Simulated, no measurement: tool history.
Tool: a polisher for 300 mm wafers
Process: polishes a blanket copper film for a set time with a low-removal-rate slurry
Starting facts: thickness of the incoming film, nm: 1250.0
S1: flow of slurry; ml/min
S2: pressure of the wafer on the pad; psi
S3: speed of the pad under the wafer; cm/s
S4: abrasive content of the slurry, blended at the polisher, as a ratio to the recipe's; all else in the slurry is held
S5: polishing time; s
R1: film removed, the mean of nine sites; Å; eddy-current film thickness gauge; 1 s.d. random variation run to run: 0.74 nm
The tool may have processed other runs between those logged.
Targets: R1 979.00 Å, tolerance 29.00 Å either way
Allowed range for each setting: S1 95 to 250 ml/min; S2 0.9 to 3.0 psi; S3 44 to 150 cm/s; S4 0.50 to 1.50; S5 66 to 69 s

run  hour   S1   S2  S3    S4  S5       R1
  1   0.0  160  1.9  96  1.00  66  1126.60
  2   5.1  140  1.9  96  1.00  66  1113.70
  3  13.6  170  1.9  96  1.00  66  1152.60
  4  20.6  170  1.9  96  1.00  66  1165.10
  5  29.6  170  1.5  96  1.00  66   922.04
  6  34.7  175  1.5  96  1.00  66   929.65
  7  43.6  180  1.5  96  1.00  66   919.04
  8  49.6  185  1.5  96  1.00  66   939.38
  9  52.8  190  1.5  96  1.00  66   945.42
 10  57.7  195  1.5  96  1.00  66   946.00
 11  64.4  200  1.5  96  1.00  66   948.24
 12  66.6  205  1.5  96  1.00  66   952.92
 13  74.1  210  1.5  96  1.00  66   950.00
 14  82.7  215  1.6  96  1.00  66  1004.90

4 candidate next runs follow, results not yet known. Just one meets every target within its allowed miss. Identify it.
  A  91.3  190  1.9   86  0.95  68   ?
  B  91.3  145  1.3  120  1.05  66   ?
  C  91.3  235  1.7   92  1.05  69   ?
  D  91.3  250  1.5  102  0.95  69   ?

move       R1
   A  1081.40
   B   981.54
   C  1105.80
   D  1067.30
A: misses by more than the last run did
B: all results in spec
C: misses by more than the last run did
D: misses by more than the last run did
Answer: B
